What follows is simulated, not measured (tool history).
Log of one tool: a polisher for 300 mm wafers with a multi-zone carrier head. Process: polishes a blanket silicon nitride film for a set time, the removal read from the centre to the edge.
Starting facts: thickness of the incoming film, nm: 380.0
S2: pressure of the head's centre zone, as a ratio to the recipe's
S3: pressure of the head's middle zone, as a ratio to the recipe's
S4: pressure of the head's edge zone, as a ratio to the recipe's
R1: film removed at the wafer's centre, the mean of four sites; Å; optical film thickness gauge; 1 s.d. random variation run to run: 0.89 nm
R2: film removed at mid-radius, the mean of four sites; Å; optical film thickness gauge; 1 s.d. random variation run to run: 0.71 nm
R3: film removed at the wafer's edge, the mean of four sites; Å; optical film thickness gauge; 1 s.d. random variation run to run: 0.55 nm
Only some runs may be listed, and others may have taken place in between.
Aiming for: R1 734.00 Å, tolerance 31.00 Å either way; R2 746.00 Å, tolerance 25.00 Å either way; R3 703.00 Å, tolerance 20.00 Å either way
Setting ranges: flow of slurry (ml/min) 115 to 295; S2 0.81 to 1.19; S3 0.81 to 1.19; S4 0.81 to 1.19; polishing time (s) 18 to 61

run 1 hour=0.0 | flow_of_slurry_(ml/min)=190 S2=1.00 S3=1.00 S4=1.00 polishing_time_(s)=39 | R1=869.93 R2=794.52 R3=777.69
run 2 hour=8.8 | flow_of_slurry_(ml/min)=220 S2=1.00 S3=1.00 S4=1.00 polishing_time_(s)=39 | R1=895.51 R2=797.80 R3=794.68
run 3 hour=15.3 | flow_of_slurry_(ml/min)=210 S2=0.98 S3=1.00 S4=0.98 polishing_time_(s)=39 | R1=874.92 R2=790.74 R3=782.13
run 4 hour=18.9 | flow_of_slurry_(ml/min)=200 S2=0.96 S3=1.00 S4=0.97 polishing_time_(s)=39 | R1=851.01 R2=790.25 R3=783.53
run 5 hour=25.7 | flow_of_slurry_(ml/min)=190 S2=0.95 S3=1.01 S4=0.95 polishing_time_(s)=38 | R1=796.00 R2=760.39 R3=749.90
-- hour=32.4 centre zone pressure recalibrated
run 6 hour=32.4 | flow_of_slurry_(ml/min)=185 S2=0.95 S3=1.02 S4=0.94 polishing_time_(s)=38 | R1=725.28 R2=773.46 R3=730.81
run 7 hour=34.4 | flow_of_slurry_(ml/min)=185 S2=0.95 S3=1.02 S4=0.94 polishing_time_(s)=38 | R1=740.76 R2=770.58 R3=738.11
run 8 hour=37.1 | flow_of_slurry_(ml/min)=185 S2=0.96 S3=1.02 S4=0.93 polishing_time_(s)=38 | R1=725.58 R2=771.63 R3=732.39
run 9 hour=45.5 | flow_of_slurry_(ml/min)=185 S2=0.98 S3=1.02 S4=0.93 polishing_time_(s)=38 | R1=745.07 R2=758.36 R3=730.08
run 10 hour=54.2 | flow_of_slurry_(ml/min)=185 S2=0.98 S3=1.02 S4=0.93 polishing_time_(s)=38 | R1=735.34 R2=758.49 R3=741.52
run 11 hour=61.9 | flow_of_slurry_(ml/min)=185 S2=0.97 S3=1.02 S4=0.94 polishing_time_(s)=38 | R1=748.67 R2=776.28 R3=743.61

Which single option among these 4 for the next run brings every result within its allowed miss of target? Just one does.
run A hour=69.6 | flow_of_slurry_(ml/min)=120 S2=0.84 S3=0.90 S4=0.81 polishing_time_(s)=47 | R1=? R2=? R3=?
run B hour=69.6 | flow_of_slurry_(ml/min)=115 S2=0.88 S3=0.89 S4=0.81 polishing_time_(s)=46 | R1=? R2=? R3=?
run C hour=69.6 | flow_of_slurry_(ml/min)=210 S2=0.95 S3=1.00 S4=0.88 polishing_time_(s)=37 | R1=? R2=? R3=?
run D hour=69.6 | flow_of_slurry_(ml/min)=120 S2=0.99 S3=1.05 S4=0.82 polishing_time_(s)=45 | R1=? R2=? R3=?

move=A R1=720.79 R2=774.66 R3=794.13
move=B R1=726.54 R2=741.60 R3=770.61
move=C R1=728.78 R2=748.34 R3=704.43
move=D R1=807.56 R2=843.64 R3=762.88
A: its largest miss is bigger than the last run's
B: its largest miss is bigger than the last run's
C: every result within its allowed miss
D: its largest miss is bigger than the last run's
Move C is the one to make.
